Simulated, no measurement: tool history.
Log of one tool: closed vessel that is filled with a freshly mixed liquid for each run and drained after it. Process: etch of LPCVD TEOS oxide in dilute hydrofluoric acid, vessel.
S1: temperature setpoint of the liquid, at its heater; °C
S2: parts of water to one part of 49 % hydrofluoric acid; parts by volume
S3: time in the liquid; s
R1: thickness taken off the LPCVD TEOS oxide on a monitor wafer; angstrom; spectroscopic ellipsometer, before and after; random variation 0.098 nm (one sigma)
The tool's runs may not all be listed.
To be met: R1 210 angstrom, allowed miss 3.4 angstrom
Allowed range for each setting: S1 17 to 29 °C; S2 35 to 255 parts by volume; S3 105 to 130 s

run 1 hour=0 | S1=21 S2=145 S3=130 | R1=299.35
run 2 hour=7.3 | S1=20 S2=150 S3=130 | R1=276.81
run 3 hour=14 | S1=20 S2=185 S3=130 | R1=214.8
run 4 hour=22.8 | S1=20 S2=155 S3=130 | R1=267.35
run 5 hour=28.5 | S1=20 S2=110 S3=130 | R1=390.41
run 6 hour=34.9 | S1=20 S2=140 S3=130 | R1=297.07
run 7 hour=36.5 | S1=19.5 S2=145 S3=130 | R1=279.36
run 8 hour=45.1 | S1=19 S2=150 S3=130 | R1=263.44
run 9 hour=50.1 | S1=18.5 S2=155 S3=130 | R1=249.52
run 10 hour=51.9 | S1=18.5 S2=155 S3=130 | R1=247.19
run 11 hour=56.8 | S1=18 S2=160 S3=130 | R1=236.43
run 12 hour=61.2 | S1=17 S2=175 S3=130 | R1=202.12

Exactly one of the 4 candidate moves below puts every result within its allowed miss. Which one?
run A hour=65.6 | S1=17.5 S2=185 S3=130 | R1=?
run B hour=65.6 | S1=17 S2=170 S3=125 | R1=?
run C hour=65.6 | S1=18 S2=165 S3=110 | R1=?
run D hour=65.6 | S1=17 S2=170 S3=130 | R1=?

move=A R1=193.11
move=B R1=200.6
move=C R1=190.43
move=D R1=208.63
A: the biggest miss grows against the last run
B: the biggest miss grows against the last run
C: the biggest miss grows against the last run
D: all results land within tolerance of their targets
Answer: D
